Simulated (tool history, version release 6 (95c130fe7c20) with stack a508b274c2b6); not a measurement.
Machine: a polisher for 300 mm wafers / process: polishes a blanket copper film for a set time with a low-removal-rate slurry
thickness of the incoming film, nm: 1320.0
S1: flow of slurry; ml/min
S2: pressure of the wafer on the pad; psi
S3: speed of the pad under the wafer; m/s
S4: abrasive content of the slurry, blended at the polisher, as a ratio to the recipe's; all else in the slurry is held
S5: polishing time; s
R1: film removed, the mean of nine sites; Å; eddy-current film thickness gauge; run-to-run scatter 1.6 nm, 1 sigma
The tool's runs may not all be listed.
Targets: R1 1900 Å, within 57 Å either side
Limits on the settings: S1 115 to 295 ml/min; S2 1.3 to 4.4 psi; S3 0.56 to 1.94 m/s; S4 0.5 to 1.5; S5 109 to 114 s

run  hour   S1   S2    S3  S4   S5      R1
  1     0  190  2.8  1.24   1  109  3728.9
  2     7  155  2.8  1.24   1  109  3586.8
  3   9.9  150  2.4  1.22   1  109  3028.3
  4    15  145  2.1   1.2   1  109  2600.3
  5  18.8  145  2.4   1.2   1  109    3022
  6  20.7  145  2.4  1.42   1  109  3404.8
  7  24.4  140  2.1  1.36   1  109  2863.2
  8  32.2  130  1.3  1.22   1  109  1645.4
  9  37.1  140  1.4  1.22   1  109  1791.4

Below are 4 possible settings for the next run. Only one of them brings all results inside the allowed miss of their targets. Which is it?
  A    42  155  1.4   1.3   0.9  109   ?
  B    42  150  1.3  1.18  1.05  110   ?
  C    42  145  1.4   1.1  0.95  109   ?
  D    42  115  1.3   1.4  0.85  109   ?

move      R1
   A  1876.3
   B  1670.9
   C  1638.3
   D  1716.6
A: each result inside its tolerance
B: misses by more than the last run did
C: misses by more than the last run did
D: misses by more than the last run did
The move that meets every target is A.

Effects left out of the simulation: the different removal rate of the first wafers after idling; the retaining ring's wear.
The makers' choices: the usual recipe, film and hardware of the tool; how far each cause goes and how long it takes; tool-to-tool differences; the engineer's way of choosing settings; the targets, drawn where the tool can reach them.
